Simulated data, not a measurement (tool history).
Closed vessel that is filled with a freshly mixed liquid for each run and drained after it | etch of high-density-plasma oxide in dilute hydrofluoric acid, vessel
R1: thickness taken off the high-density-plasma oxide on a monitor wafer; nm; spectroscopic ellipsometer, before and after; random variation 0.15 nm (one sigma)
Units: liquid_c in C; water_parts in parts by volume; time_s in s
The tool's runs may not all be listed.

{"run": 1, "hour": 0.0, "liquid_c": 20.0, "water_parts": 210, "time_s": 445, "R1": 8.1328}
{"run": 2, "hour": 7.2, "liquid_c": 18.5, "water_parts": 210, "time_s": 445, "R1": 7.7289}
{"run": 3, "hour": 8.4, "liquid_c": 18.5, "water_parts": 160, "time_s": 445, "R1": 10.585}
{"run": 4, "hour": 11.0, "liquid_c": 18.5, "water_parts": 160, "time_s": 480, "R1": 11.464}
{"run": 5, "hour": 16.0, "liquid_c": 18.5, "water_parts": 230, "time_s": 480, "R1": 7.4699}
{"run": 6, "hour": 22.7, "liquid_c": 17.0, "water_parts": 230, "time_s": 480, "R1": 7.0221}
{"run": 7, "hour": 29.4, "liquid_c": 19.5, "water_parts": 205, "time_s": 480, "R1": 8.8955}
{"run": 8, "hour": 32.1, "liquid_c": 21.0, "water_parts": 180, "time_s": 480, "R1": 11.045}
{"run": 9, "hour": 40.5, "liquid_c": 25.0, "water_parts": 100, "time_s": 480, "R1": 25.116}

The next listed run, before its measurement:
{"run": 10, "hour": 47.3, "liquid_c": 24.5, "water_parts": 100, "time_s": 480, "R1": "?"}

{"run 10": {"R1": 25.047}}
